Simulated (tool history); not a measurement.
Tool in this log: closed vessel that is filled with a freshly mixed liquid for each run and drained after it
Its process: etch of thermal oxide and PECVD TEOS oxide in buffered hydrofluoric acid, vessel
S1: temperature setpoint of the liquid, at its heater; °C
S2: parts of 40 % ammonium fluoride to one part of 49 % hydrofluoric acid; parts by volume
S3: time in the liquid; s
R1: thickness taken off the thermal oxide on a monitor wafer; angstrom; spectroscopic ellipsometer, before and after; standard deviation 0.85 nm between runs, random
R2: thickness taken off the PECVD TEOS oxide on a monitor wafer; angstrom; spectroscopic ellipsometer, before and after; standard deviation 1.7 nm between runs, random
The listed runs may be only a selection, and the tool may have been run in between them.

| run | hour | S1 | S2 | S3 | R1 | R2 |
|---|---|---|---|---|---|---|
| 1 | 0.0 | 21.0 | 12.5 | 60 | 493.36 | 1500.6 |
| 2 | 5.7 | 17.5 | 12.5 | 60 | 410.30 | 1242.1 |
| 3 | 11.7 | 19.0 | 12.0 | 60 | 461.18 | 1396.5 |
| 4 | 13.4 | 22.0 | 12.0 | 60 | 548.84 | 1641.4 |
| 5 | 16.9 | 20.5 | 12.0 | 60 | 506.14 | 1524.2 |
| 6 | 23.6 | 21.5 | 11.5 | 60 | 558.70 | 1692.9 |
| 7 | 32.1 | 22.5 | 11.0 | 60 | 602.94 | 1859.7 |
| 8 | 37.4 | 23.5 | 10.5 | 60 | 678.42 | 2042.1 |
| 9 | 39.7 | 24.5 | 10.0 | 60 | 745.96 | 2256.8 |
| 10 | 40.7 | 25.0 | 10.0 | 60 | 768.43 | 2338.1 |
| 11 | 45.6 | 25.5 | 10.0 | 60 | 801.76 | 2388.7 |

What does the tool deliver on the next run?
| 12 | 50.2 | 26.0 | 9.5 | 60 | ? | ? |

R1: 836.90 angstrom
R2: 2524.6 angstrom

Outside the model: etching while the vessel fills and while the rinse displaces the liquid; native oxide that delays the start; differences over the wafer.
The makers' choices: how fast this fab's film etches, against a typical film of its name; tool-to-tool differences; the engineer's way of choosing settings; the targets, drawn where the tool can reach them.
